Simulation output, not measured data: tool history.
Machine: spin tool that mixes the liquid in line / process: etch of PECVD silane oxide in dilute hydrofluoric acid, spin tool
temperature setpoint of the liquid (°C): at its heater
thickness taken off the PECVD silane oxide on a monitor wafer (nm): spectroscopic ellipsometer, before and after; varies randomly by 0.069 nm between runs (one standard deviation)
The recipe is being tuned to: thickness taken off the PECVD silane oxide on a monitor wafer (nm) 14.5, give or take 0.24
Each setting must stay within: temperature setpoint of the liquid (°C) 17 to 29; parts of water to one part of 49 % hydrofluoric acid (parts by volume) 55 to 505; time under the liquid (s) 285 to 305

run,hour,temperature setpoint of the liquid (°C),parts of water to one part of 49 % hydrofluoric acid (parts by volume),time under the liquid (s),thickness taken off the PECVD silane oxide on a monitor wafer (nm)
1,0,21,280,285,11.988
2,4.5,23.5,280,285,13.118
3,12,24,280,285,13.287
4,19.7,24.5,280,285,13.613
5,21.7,24.5,360,285,9.7802
6,23.6,26,360,285,10.268
7,25.3,27,345,285,11.211
8,34,27.5,330,285,12.2

Which of these 4 next moves meets every target?
A,42.7,29,310,285,?
B,42.7,29,345,305,?
C,42.7,27,300,305,?
D,42.7,28,280,285,?

move,thickness taken off the PECVD silane oxide on a monitor wafer (nm)
A,13.822
B,12.812
C,14.462
D,15.291
A: an improvement on the last run, though not all results are within tolerance
B: an improvement on the last run, though not all results are within tolerance
C: meets every target
D: takes the result that was furthest off past its target
The move that meets every target is C.

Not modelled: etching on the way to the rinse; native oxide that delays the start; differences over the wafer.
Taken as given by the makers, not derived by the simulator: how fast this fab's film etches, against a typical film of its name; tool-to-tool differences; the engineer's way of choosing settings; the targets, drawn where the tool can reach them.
